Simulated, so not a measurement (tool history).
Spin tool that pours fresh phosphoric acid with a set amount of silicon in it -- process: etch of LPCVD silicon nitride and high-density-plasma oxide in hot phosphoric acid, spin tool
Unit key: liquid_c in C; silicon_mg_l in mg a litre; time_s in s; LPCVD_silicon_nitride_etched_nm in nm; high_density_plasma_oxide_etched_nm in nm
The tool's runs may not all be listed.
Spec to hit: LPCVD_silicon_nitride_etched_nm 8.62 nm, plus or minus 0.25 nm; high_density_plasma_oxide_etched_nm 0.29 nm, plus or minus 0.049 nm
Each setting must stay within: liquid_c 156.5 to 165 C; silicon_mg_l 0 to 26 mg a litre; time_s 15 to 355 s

run,hour,liquid_c,silicon_mg_l,time_s,LPCVD_silicon_nitride_etched_nm,high_density_plasma_oxide_etched_nm
1,0,160,11.5,180,12.538,0.36602
2,1.4,159.5,9.5,165,11.33,0.36448
3,9.6,159.5,14.5,165,11.232,0.32928
4,10.4,158.5,14.5,165,10.886,0.29101
5,12.6,160,14.5,165,11.495,0.3282
# hour 18.2: heated supply line repaired
6,18.2,160,18,165,12.754,0.38614
7,26.5,160,13.5,160,12.402,0.40629
8,29.8,159.5,11,150,11.483,0.42562
9,31.5,158.5,12.5,140,10.314,0.32919
10,37.6,158,12,130,9.4804,0.31723
11,43.2,156.5,11.5,120,8.2905,0.24413

Which one of the following 5 next-run settings gets every result inside its allowed miss? There is exactly one.
A,48.8,156.5,14,110,?,?
B,48.8,159,11,115,?,?
C,48.8,156.5,15,110,?,?
D,48.8,156.5,8,115,?,?
E,48.8,158,8,110,?,?

move,LPCVD_silicon_nitride_etched_nm,high_density_plasma_oxide_etched_nm
A,7.5524,0.21363
B,8.5948,0.28902
C,7.5524,0.20841
D,7.8957,0.25602
E,7.9478,0.27407
A: moves away from the targets compared with the last run
B: hits every target within its allowed miss
C: moves away from the targets compared with the last run
D: moves away from the targets compared with the last run
E: moves away from the targets compared with the last run
Go with B: it meets all targets.
